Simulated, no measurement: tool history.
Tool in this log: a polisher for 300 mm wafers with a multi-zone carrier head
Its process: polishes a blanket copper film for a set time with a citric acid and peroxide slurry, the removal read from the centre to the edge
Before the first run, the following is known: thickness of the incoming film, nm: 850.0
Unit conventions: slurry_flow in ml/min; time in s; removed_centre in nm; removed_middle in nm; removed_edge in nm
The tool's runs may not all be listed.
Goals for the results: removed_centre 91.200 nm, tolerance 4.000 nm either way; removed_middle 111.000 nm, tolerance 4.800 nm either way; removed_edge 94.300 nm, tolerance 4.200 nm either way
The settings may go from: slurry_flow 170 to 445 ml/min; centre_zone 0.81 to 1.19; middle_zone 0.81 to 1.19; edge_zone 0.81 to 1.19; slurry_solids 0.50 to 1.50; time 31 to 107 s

| run | hour | slurry_flow | centre_zone | middle_zone | edge_zone | slurry_solids | time | removed_centre | removed_middle | removed_edge |
|---|---|---|---|---|---|---|---|---|---|---|
| 1 | 0.0 | 285 | 1.00 | 1.00 | 1.00 | 1.00 | 69 | 126.520 | 131.560 | 129.800 |
| 2 | 3.2 | 285 | 1.00 | 1.04 | 1.00 | 1.00 | 69 | 127.720 | 132.860 | 128.660 |
| 3 | 10.8 | 285 | 1.00 | 1.04 | 1.00 | 1.15 | 69 | 130.560 | 139.890 | 133.860 |
| 4 | 17.6 | 245 | 1.00 | 1.04 | 1.00 | 1.15 | 69 | 131.220 | 134.540 | 132.860 |
| 5 | 22.7 | 245 | 0.92 | 1.04 | 1.00 | 1.15 | 69 | 121.000 | 138.180 | 134.300 |
| 6 | 29.5 | 250 | 0.92 | 1.05 | 0.99 | 1.10 | 68 | 117.950 | 131.860 | 129.830 |
| 7 | 33.6 | 250 | 0.92 | 1.05 | 0.99 | 1.10 | 68 | 115.850 | 135.280 | 127.420 |
| 8 | 42.5 | 250 | 0.92 | 1.05 | 0.98 | 1.05 | 68 | 115.140 | 132.720 | 126.750 |
| 9 | 49.9 | 250 | 0.92 | 1.05 | 0.98 | 1.05 | 68 | 114.410 | 132.800 | 128.480 |

Exactly one of the 4 candidate moves below puts every result within its allowed miss. Which one?
| A | 57.3 | 290 | 0.95 | 1.15 | 0.94 | 0.95 | 45 | ? | ? | ? |
| B | 57.3 | 325 | 0.90 | 1.07 | 1.05 | 1.10 | 82 | ? | ? | ? |
| C | 57.3 | 220 | 0.83 | 0.94 | 1.03 | 1.05 | 101 | ? | ? | ? |
| D | 57.3 | 260 | 0.99 | 1.19 | 1.00 | 0.95 | 51 | ? | ? | ? |

| move | removed_centre | removed_middle | removed_edge |
|---|---|---|---|
| A | 79.459 | 95.517 | 82.474 |
| B | 144.340 | 171.410 | 162.650 |
| C | 154.660 | 178.520 | 190.300 |
| D | 92.286 | 110.050 | 94.288 |
A: the result that was furthest off in the last run now lies on the other side of its target
B: its largest miss is bigger than the last run's
C: its largest miss is bigger than the last run's
D: each result inside its tolerance
Move D is the one to make.

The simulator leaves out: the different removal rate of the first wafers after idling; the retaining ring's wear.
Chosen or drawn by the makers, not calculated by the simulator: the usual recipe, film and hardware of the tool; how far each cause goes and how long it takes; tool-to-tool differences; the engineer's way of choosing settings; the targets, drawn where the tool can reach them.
